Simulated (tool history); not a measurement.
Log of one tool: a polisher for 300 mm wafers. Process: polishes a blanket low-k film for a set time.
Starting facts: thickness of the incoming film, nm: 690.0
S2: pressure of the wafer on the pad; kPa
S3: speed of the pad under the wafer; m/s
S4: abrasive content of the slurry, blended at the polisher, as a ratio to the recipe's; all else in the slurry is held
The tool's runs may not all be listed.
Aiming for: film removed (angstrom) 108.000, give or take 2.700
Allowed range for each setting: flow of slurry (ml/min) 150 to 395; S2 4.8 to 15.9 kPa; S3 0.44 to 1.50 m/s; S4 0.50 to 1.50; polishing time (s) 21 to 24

{"run": 1, "hour": 0.0, "flow of slurry (ml/min)": 250, "S2": 10.3, "S3": 0.96, "S4": 1.0, "polishing time (s)": 24, "film removed (angstrom)": 76.67}
{"run": 2, "hour": 3.7, "flow of slurry (ml/min)": 255, "S2": 11.0, "S3": 0.96, "S4": 1.0, "polishing time (s)": 24, "film removed (angstrom)": 82.277}
{"run": 3, "hour": 12.6, "flow of slurry (ml/min)": 255, "S2": 11.0, "S3": 0.84, "S4": 1.0, "polishing time (s)": 24, "film removed (angstrom)": 75.959}
{"run": 4, "hour": 19.5, "flow of slurry (ml/min)": 285, "S2": 11.0, "S3": 0.84, "S4": 1.0, "polishing time (s)": 24, "film removed (angstrom)": 75.488}
{"run": 5, "hour": 25.5, "flow of slurry (ml/min)": 285, "S2": 11.7, "S3": 0.84, "S4": 1.0, "polishing time (s)": 24, "film removed (angstrom)": 79.76}
{"run": 6, "hour": 27.8, "flow of slurry (ml/min)": 340, "S2": 11.7, "S3": 0.84, "S4": 1.0, "polishing time (s)": 24, "film removed (angstrom)": 81.531}
{"run": 7, "hour": 32.0, "flow of slurry (ml/min)": 350, "S2": 14.5, "S3": 0.84, "S4": 1.0, "polishing time (s)": 24, "film removed (angstrom)": 101.49}
{"hour": 40.4, "done": "slurry nozzle cleaned"}
{"run": 8, "hour": 40.4, "flow of slurry (ml/min)": 350, "S2": 14.5, "S3": 0.84, "S4": 1.0, "polishing time (s)": 24, "film removed (angstrom)": 103.27}

Which single option among these 5 for the next run brings every result within its allowed miss of target? Just one does.
{"run": "A", "hour": 48.8, "flow of slurry (ml/min)": 395, "S2": 15.2, "S3": 0.98, "S4": 0.85, "polishing time (s)": 22, "film removed (angstrom)": "?"}
{"run": "B", "hour": 48.8, "flow of slurry (ml/min)": 370, "S2": 14.5, "S3": 0.74, "S4": 1.05, "polishing time (s)": 24, "film removed (angstrom)": "?"}
{"run": "C", "hour": 48.8, "flow of slurry (ml/min)": 335, "S2": 15.9, "S3": 0.76, "S4": 0.9, "polishing time (s)": 23, "film removed (angstrom)": "?"}
{"run": "D", "hour": 48.8, "flow of slurry (ml/min)": 340, "S2": 15.2, "S3": 0.86, "S4": 1.05, "polishing time (s)": 23, "film removed (angstrom)": "?"}
{"run": "E", "hour": 48.8, "flow of slurry (ml/min)": 365, "S2": 12.4, "S3": 1.02, "S4": 1.15, "polishing time (s)": 22, "film removed (angstrom)": "?"}

move=A film_removed_(angstrom)=100.750
move=B film_removed_(angstrom)=97.968
move=C film_removed_(angstrom)=94.670
move=D film_removed_(angstrom)=108.280
move=E film_removed_(angstrom)=101.190
A: the biggest miss grows against the last run
B: the biggest miss grows against the last run
C: the biggest miss grows against the last run
D: every result lands within tolerance
E: the biggest miss grows against the last run
The right move is D.
